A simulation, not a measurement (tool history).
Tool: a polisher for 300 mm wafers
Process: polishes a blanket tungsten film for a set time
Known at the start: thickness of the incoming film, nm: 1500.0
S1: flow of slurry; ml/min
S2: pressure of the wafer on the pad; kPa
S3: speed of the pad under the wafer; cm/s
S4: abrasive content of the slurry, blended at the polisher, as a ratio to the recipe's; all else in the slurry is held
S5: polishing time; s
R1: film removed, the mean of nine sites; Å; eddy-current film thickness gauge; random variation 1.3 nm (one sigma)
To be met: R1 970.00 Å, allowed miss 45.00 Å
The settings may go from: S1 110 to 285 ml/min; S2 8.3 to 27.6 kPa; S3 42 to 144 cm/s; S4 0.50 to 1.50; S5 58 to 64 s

run 1 hour=0.0 | S1=180 S2=17.9 S3=92 S4=1.00 S5=64 | R1=1756.10
run 2 hour=6.6 | S1=180 S2=17.9 S3=92 S4=1.00 S5=64 | R1=1754.70
run 3 hour=8.9 | S1=180 S2=17.9 S3=92 S4=1.00 S5=64 | R1=1735.80
run 4 hour=16.3 | S1=180 S2=15.2 S3=92 S4=1.00 S5=64 | R1=1594.00
run 5 hour=24.3 | S1=180 S2=12.4 S3=92 S4=1.00 S5=64 | R1=1458.00
run 6 hour=32.9 | S1=145 S2=12.4 S3=92 S4=1.00 S5=64 | R1=1385.00
run 7 hour=37.9 | S1=145 S2=11.0 S3=86 S4=1.00 S5=64 | R1=1206.40
run 8 hour=44.6 | S1=140 S2=10.3 S3=84 S4=1.00 S5=64 | R1=1139.90

4 next moves are on the table. One of them brings every result within its allowed miss. Which?
run A hour=51.3 | S1=110 S2=8.3 S3=76 S4=1.10 S5=58 | R1=?
run B hour=51.3 | S1=110 S2=8.3 S3=104 S4=1.00 S5=64 | R1=?
run C hour=51.3 | S1=135 S2=13.1 S3=70 S4=1.05 S5=58 | R1=?
run D hour=51.3 | S1=110 S2=15.2 S3=80 S4=1.00 S5=58 | R1=?

move=A R1=838.16
move=B R1=1223.90
move=C R1=987.54
move=D R1=1170.60
A: takes the result that was furthest off past its target
B: further off than the last run
C: meets every target
D: further off than the last run
The right move is C.
